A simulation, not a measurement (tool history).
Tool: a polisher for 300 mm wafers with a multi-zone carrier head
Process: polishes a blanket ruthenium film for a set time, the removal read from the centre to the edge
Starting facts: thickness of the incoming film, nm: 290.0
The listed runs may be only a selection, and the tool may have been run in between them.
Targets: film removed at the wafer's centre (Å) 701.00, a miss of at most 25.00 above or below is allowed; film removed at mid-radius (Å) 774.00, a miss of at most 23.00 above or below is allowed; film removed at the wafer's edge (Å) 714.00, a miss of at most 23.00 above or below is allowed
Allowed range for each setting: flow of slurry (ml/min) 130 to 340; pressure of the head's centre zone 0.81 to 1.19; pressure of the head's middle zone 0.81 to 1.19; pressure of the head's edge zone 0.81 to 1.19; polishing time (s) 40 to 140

run    day  flow of slurry (ml/min)  pressure of the head's centre zone  pressure of the head's middle zone  pressure of the head's edge zone  polishing time (s)  film removed at the wafer's centre (Å)  film removed at mid-radius (Å)  film removed at the wafer's edge (Å)
  1  0.000                      220                                1.00                                1.00                              1.00                  90                                  726.76                          808.74                                827.85
  2  0.329                      220                                1.00                                1.00                              1.08                  90                                  704.73                          810.74                                853.90
  3  0.617                      220                                1.00                                1.00                              1.08                  72                                  580.66                          646.80                                692.32
  4  0.917                      260                                1.00                                1.00                              1.08                  72                                  586.54                          652.11                                682.55
  5  1.133                      260                                1.00                                1.00                              1.08                  80                                  637.85                          728.24                                762.72
     1.338  -- centre zone pressure recalibrated
  6  1.338                      260                                0.96                                1.00                              1.08                  80                                  696.15                          734.85                                756.79
  7  1.550                      270                                0.94                                1.08                              0.99                  78                                  666.93                          778.26                                715.94
  8  1.808                      270                                0.94                                1.08                              0.99                  78                                  662.61                          763.97                                720.21
  9  2.004                      280                                0.94                                1.08                              0.98                  78                                  665.18                          758.16                                729.98
 10  2.338                      290                                0.92                                1.09                              0.95                  78                                  661.14                          777.82                                691.73
 11  2.550                      295                                0.94                                1.09                              0.95                  78                                  673.63                          777.97                                709.36

Which one of the following 5 next-run settings gets every result inside its allowed miss? There is exactly one.
  A  2.762                      265                                0.95                                1.13                              0.98                  75                                       ?                               ?                                     ?
  B  2.762                      240                                0.89                                1.07                              0.99                  79                                       ?                               ?                                     ?
  C  2.762                      295                                0.99                                1.10                              0.98                  77                                       ?                               ?                                     ?
  D  2.762                      300                                0.99                                1.17                              0.94                  78                                       ?                               ?                                     ?
  E  2.762                      340                                0.91                                1.11                              0.90                  78                                       ?                               ?                                     ?

move  film removed at the wafer's centre (Å)  film removed at mid-radius (Å)  film removed at the wafer's edge (Å)
   A                                  649.10                          764.79                                689.14
   B                                  632.11                          760.61                                723.97
   C                                  702.99                          775.50                                713.68
   D                                  713.74                          829.76                                709.03
   E                                  663.55                          802.35                                701.48
A: moves away from the targets compared with the last run
B: moves away from the targets compared with the last run
C: hits every target within its allowed miss
D: puts the biggest miss on target and leaves a different result outside tolerance
E: moves away from the targets compared with the last run
C is the move that brings every result within its allowed miss.

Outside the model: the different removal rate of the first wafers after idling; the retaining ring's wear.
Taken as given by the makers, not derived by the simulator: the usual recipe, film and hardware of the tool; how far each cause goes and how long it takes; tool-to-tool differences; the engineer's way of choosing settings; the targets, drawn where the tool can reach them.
